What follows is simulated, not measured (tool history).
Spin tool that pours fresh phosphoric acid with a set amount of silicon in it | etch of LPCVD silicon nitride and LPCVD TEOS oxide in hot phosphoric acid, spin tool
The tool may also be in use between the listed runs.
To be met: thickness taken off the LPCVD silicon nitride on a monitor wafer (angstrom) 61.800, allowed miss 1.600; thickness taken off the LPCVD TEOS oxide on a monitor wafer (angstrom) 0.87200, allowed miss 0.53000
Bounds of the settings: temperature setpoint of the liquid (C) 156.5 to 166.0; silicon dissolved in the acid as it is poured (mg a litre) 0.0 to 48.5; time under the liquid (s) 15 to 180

| run | hour | temperature setpoint of the liquid (C) | silicon dissolved in the acid as it is poured (mg a litre) | time under the liquid (s) | thickness taken off the LPCVD silicon nitride on a monitor wafer (angstrom) | thickness taken off the LPCVD TEOS oxide on a monitor wafer (angstrom) |
|---|---|---|---|---|---|---|
| 1 | 0.0 | 161.0 | 21.5 | 90 | 78.071 | 2.06400 |
| 2 | 5.1 | 160.0 | 21.5 | 90 | 75.769 | 1.57710 |
| 3 | 13.9 | 159.5 | 21.5 | 90 | 73.936 | 1.90520 |
| 4 | 19.6 | 159.5 | 33.5 | 90 | 74.318 | 0.86813 |
| 5 | 24.0 | 159.0 | 32.5 | 90 | 72.803 | 1.03540 |
| 6 | 30.1 | 158.5 | 32.5 | 90 | 71.689 | 0.65692 |
| 7 | 35.3 | 158.5 | 30.5 | 90 | 71.501 | 1.19360 |
| 8 | 39.8 | 158.5 | 31.5 | 90 | 71.681 | 1.26590 |
| 9 | 43.3 | 158.5 | 32.5 | 90 | 71.659 | 1.15220 |
| 10 | 45.9 | 158.5 | 33.5 | 90 | 71.916 | 0.97502 |
| 11 | 51.0 | 157.5 | 33.5 | 85 | 65.047 | 0.85790 |
| 12 | 59.1 | 157.0 | 33.0 | 85 | 64.107 | 0.68216 |
| 13 | 64.9 | 157.0 | 32.0 | 85 | 64.317 | 0.83775 |
| 14 | 73.1 | 157.0 | 31.5 | 85 | 64.251 | 0.71910 |
| 15 | 77.5 | 157.0 | 30.5 | 85 | 64.410 | 1.00360 |

5 next moves are on the table. One of them brings every result within its allowed miss. Which?
| A | 81.9 | 157.0 | 32.5 | 90 | ? | ? |
| B | 81.9 | 157.0 | 28.5 | 75 | ? | ? |
| C | 81.9 | 159.5 | 28.0 | 75 | ? | ? |
| D | 81.9 | 159.5 | 31.0 | 70 | ? | ? |
| E | 81.9 | 156.5 | 27.5 | 80 | ? | ? |

| move | thickness taken off the LPCVD silicon nitride on a monitor wafer (angstrom) | thickness taken off the LPCVD TEOS oxide on a monitor wafer (angstrom) |
|---|---|---|
| A | 68.181 | 0.88832 |
| B | 56.818 | 0.87187 |
| C | 61.837 | 1.07070 |
| D | 57.714 | 0.88830 |
| E | 59.581 | 0.92947 |
A: further off than the last run
B: takes the result that was furthest off past its target
C: meets every target
D: takes the result that was furthest off past its target
E: takes the result that was furthest off past its target
Move C is the one to make.

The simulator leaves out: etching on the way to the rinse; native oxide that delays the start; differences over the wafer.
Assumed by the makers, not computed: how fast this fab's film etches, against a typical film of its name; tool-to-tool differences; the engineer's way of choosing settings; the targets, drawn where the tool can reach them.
